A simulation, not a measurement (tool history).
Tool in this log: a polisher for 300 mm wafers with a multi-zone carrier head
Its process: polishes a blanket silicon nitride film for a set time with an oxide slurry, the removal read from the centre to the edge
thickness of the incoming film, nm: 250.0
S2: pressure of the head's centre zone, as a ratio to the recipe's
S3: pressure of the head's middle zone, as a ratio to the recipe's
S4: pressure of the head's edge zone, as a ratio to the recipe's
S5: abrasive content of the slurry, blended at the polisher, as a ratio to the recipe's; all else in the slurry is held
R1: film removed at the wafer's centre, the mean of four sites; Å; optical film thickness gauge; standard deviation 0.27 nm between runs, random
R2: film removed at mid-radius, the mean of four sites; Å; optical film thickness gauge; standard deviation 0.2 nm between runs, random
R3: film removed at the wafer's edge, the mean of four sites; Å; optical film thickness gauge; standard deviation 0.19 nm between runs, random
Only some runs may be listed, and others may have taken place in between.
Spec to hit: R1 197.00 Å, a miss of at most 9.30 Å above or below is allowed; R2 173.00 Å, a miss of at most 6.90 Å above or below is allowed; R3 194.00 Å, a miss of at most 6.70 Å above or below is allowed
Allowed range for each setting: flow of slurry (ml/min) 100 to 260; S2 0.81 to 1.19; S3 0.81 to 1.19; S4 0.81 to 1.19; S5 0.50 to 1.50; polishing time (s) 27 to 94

run 1 hour=0.0 | flow_of_slurry_(ml/min)=165 S2=1.00 S3=1.00 S4=1.00 S5=1.00 polishing_time_(s)=60 | R1=373.39 R2=368.52 R3=371.54
run 2 hour=4.1 | flow_of_slurry_(ml/min)=160 S2=1.00 S3=0.98 S4=0.99 S5=0.95 polishing_time_(s)=57 | R1=342.18 R2=338.85 R3=342.39
run 3 hour=9.6 | flow_of_slurry_(ml/min)=160 S2=1.00 S3=1.06 S4=0.99 S5=0.95 polishing_time_(s)=57 | R1=340.56 R2=363.24 R3=343.71
run 4 hour=11.9 | flow_of_slurry_(ml/min)=160 S2=0.93 S3=1.06 S4=0.99 S5=0.95 polishing_time_(s)=57 | R1=320.33 R2=362.52 R3=339.47
run 5 hour=13.1 | flow_of_slurry_(ml/min)=155 S2=0.94 S3=1.03 S4=0.98 S5=0.90 polishing_time_(s)=55 | R1=312.63 R2=329.74 R3=322.92
run 6 hour=18.6 | flow_of_slurry_(ml/min)=150 S2=0.94 S3=1.02 S4=0.97 S5=0.85 polishing_time_(s)=52 | R1=286.79 R2=312.93 R3=296.31
run 7 hour=23.8 | flow_of_slurry_(ml/min)=150 S2=0.95 S3=0.99 S4=0.98 S5=0.80 polishing_time_(s)=50 | R1=270.40 R2=280.30 R3=280.45
run 8 hour=27.9 | flow_of_slurry_(ml/min)=150 S2=0.95 S3=0.97 S4=0.97 S5=0.75 polishing_time_(s)=48 | R1=253.53 R2=259.30 R3=261.61
run 9 hour=33.6 | flow_of_slurry_(ml/min)=120 S2=0.99 S3=0.87 S4=0.91 S5=0.50 polishing_time_(s)=40 | R1=184.19 R2=168.56 R3=180.21
run 10 hour=34.6 | flow_of_slurry_(ml/min)=125 S2=0.99 S3=0.87 S4=0.92 S5=0.50 polishing_time_(s)=40 | R1=187.95 R2=171.36 R3=182.62
run 11 hour=40.6 | flow_of_slurry_(ml/min)=125 S2=0.99 S3=0.87 S4=0.93 S5=0.50 polishing_time_(s)=40 | R1=188.30 R2=170.52 R3=183.01

Pick the move, out of 4, that brings all results within their allowed miss; only one does.
run A hour=46.6 | flow_of_slurry_(ml/min)=100 S2=0.96 S3=0.81 S4=0.84 S5=0.55 polishing_time_(s)=44 | R1=? R2=? R3=?
run B hour=46.6 | flow_of_slurry_(ml/min)=105 S2=0.96 S3=0.81 S4=1.05 S5=0.60 polishing_time_(s)=38 | R1=? R2=? R3=?
run C hour=46.6 | flow_of_slurry_(ml/min)=100 S2=0.89 S3=0.86 S4=0.95 S5=0.60 polishing_time_(s)=41 | R1=? R2=? R3=?
run D hour=46.6 | flow_of_slurry_(ml/min)=105 S2=1.10 S3=0.84 S4=0.90 S5=0.75 polishing_time_(s)=39 | R1=? R2=? R3=?

move=A R1=194.68 R2=174.53 R3=192.58
move=B R1=174.45 R2=156.14 R3=190.81
move=C R1=175.58 R2=175.43 R3=194.83
move=D R1=214.22 R2=176.92 R3=195.02
A: meets every target
B: puts the biggest miss on target and leaves a different result outside tolerance
C: puts the biggest miss on target and leaves a different result outside tolerance
D: puts the biggest miss on target and leaves a different result outside tolerance
A is the move that brings every result within its allowed miss.
